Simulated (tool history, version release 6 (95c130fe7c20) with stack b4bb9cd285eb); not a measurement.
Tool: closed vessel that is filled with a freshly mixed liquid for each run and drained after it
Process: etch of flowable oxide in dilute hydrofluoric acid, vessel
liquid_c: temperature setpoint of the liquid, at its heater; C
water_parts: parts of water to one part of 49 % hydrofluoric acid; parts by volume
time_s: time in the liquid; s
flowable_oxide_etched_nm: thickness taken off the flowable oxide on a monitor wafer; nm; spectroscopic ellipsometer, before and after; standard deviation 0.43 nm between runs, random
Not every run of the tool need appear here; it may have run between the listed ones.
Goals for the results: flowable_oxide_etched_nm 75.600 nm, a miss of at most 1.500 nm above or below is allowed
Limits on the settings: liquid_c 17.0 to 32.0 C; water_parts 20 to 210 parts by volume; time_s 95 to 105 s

{"run": 1, "hour": 0.0, "liquid_c": 24.0, "water_parts": 115, "time_s": 95, "flowable_oxide_etched_nm": 23.0}
{"run": 2, "hour": 8.7, "liquid_c": 27.0, "water_parts": 115, "time_s": 95, "flowable_oxide_etched_nm": 25.676}
{"run": 3, "hour": 13.0, "liquid_c": 27.0, "water_parts": 75, "time_s": 95, "flowable_oxide_etched_nm": 41.627}
{"run": 4, "hour": 18.6, "liquid_c": 27.0, "water_parts": 90, "time_s": 95, "flowable_oxide_etched_nm": 33.941}
{"run": 5, "hour": 22.1, "liquid_c": 28.5, "water_parts": 75, "time_s": 95, "flowable_oxide_etched_nm": 44.193}
{"run": 6, "hour": 27.8, "liquid_c": 27.0, "water_parts": 75, "time_s": 95, "flowable_oxide_etched_nm": 41.497}
{"run": 7, "hour": 33.1, "liquid_c": 28.5, "water_parts": 65, "time_s": 95, "flowable_oxide_etched_nm": 51.695}
{"run": 8, "hour": 40.7, "liquid_c": 28.5, "water_parts": 65, "time_s": 95, "flowable_oxide_etched_nm": 51.726}
{"run": 9, "hour": 47.2, "liquid_c": 29.5, "water_parts": 60, "time_s": 95, "flowable_oxide_etched_nm": 58.788}
{"run": 10, "hour": 48.1, "liquid_c": 30.0, "water_parts": 60, "time_s": 95, "flowable_oxide_etched_nm": 60.26}
{"run": 11, "hour": 55.8, "liquid_c": 30.5, "water_parts": 60, "time_s": 95, "flowable_oxide_etched_nm": 61.44}
{"run": 12, "hour": 61.8, "liquid_c": 31.0, "water_parts": 55, "time_s": 95, "flowable_oxide_etched_nm": 68.572}
{"run": 13, "hour": 65.8, "liquid_c": 32.0, "water_parts": 50, "time_s": 95, "flowable_oxide_etched_nm": 78.667}
{"run": 14, "hour": 70.6, "liquid_c": 31.5, "water_parts": 50, "time_s": 95, "flowable_oxide_etched_nm": 77.448}

Exactly one of the 4 candidate moves below puts every result within its allowed miss. Which one?
{"run": "A", "hour": 75.4, "liquid_c": 32.0, "water_parts": 55, "time_s": 105, "flowable_oxide_etched_nm": "?"}
{"run": "B", "hour": 75.4, "liquid_c": 32.0, "water_parts": 60, "time_s": 105, "flowable_oxide_etched_nm": "?"}
{"run": "C", "hour": 75.4, "liquid_c": 29.5, "water_parts": 50, "time_s": 95, "flowable_oxide_etched_nm": "?"}
{"run": "D", "hour": 75.4, "liquid_c": 31.0, "water_parts": 50, "time_s": 95, "flowable_oxide_etched_nm": "?"}

move=A flowable_oxide_etched_nm=78.688
move=B flowable_oxide_etched_nm=71.558
move=C flowable_oxide_etched_nm=71.610
move=D flowable_oxide_etched_nm=75.943
A: moves away from the targets compared with the last run
B: takes the result that was furthest off past its target
C: takes the result that was furthest off past its target
D: in spec on every target
The move that meets every target is D.
